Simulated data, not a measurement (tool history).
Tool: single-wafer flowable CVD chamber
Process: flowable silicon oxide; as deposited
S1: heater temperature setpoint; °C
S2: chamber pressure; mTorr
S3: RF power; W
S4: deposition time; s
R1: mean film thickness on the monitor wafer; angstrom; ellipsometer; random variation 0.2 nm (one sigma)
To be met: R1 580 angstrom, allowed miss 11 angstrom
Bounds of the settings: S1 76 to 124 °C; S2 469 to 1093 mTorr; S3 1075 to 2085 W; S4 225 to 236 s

{"run": 1, "day": 0.0, "S1": 100, "S2": 781, "S3": 1580, "S4": 236, "R1": 1307.3}
{"run": 2, "day": 0.221, "S1": 100, "S2": 781, "S3": 1385, "S4": 236, "R1": 1242.4}
{"run": 3, "day": 0.346, "S1": 104, "S2": 780, "S3": 1385, "S4": 236, "R1": 1061.3}
{"run": 4, "day": 0.483, "S1": 107, "S2": 780, "S3": 1385, "S4": 236, "R1": 940.82}
{"run": 5, "day": 0.658, "S1": 107, "S2": 780, "S3": 1385, "S4": 236, "R1": 943.67}
{"run": 6, "day": 0.992, "S1": 107, "S2": 780, "S3": 1570, "S4": 236, "R1": 1011.8}
{"run": 7, "day": 1.042, "S1": 107, "S2": 780, "S3": 1570, "S4": 236, "R1": 999.7}
{"run": 8, "day": 1.183, "S1": 109, "S2": 780, "S3": 1570, "S4": 236, "R1": 932.22}
{"run": 9, "day": 1.346, "S1": 111, "S2": 780, "S3": 1570, "S4": 236, "R1": 867.47}
{"run": 10, "day": 1.546, "S1": 111, "S2": 780, "S3": 1570, "S4": 236, "R1": 864.9}
{"run": 11, "day": 1.912, "S1": 113, "S2": 780, "S3": 1570, "S4": 236, "R1": 815.16}
{"run": 12, "day": 2.171, "S1": 115, "S2": 780, "S3": 1570, "S4": 236, "R1": 754.44}
{"run": 13, "day": 2.342, "S1": 116, "S2": 780, "S3": 1570, "S4": 236, "R1": 733.02}
{"run": 14, "day": 2.4, "S1": 117, "S2": 780, "S3": 1570, "S4": 236, "R1": 706.6}
{"run": 15, "day": 2.642, "S1": 118, "S2": 780, "S3": 1570, "S4": 236, "R1": 681.57}

5 next moves are on the table. One of them brings every result within its allowed miss. Which?
{"run": "A", "day": 2.883, "S1": 114, "S2": 852, "S3": 1570, "S4": 235, "R1": "?"}
{"run": "B", "day": 2.883, "S1": 111, "S2": 690, "S3": 1645, "S4": 236, "R1": "?"}
{"run": "C", "day": 2.883, "S1": 119, "S2": 704, "S3": 1625, "S4": 227, "R1": "?"}
{"run": "D", "day": 2.883, "S1": 111, "S2": 774, "S3": 1275, "S4": 225, "R1": "?"}
{"run": "E", "day": 2.883, "S1": 120, "S2": 757, "S3": 1595, "S4": 227, "R1": "?"}

move=A R1=851.14
move=B R1=787.5
move=C R1=586.64
move=D R1=740.38
move=E R1=605.97
A: further off than the last run
B: further off than the last run
C: meets every target
D: further off than the last run
E: nearer than the last run, and not there yet
Answer: C
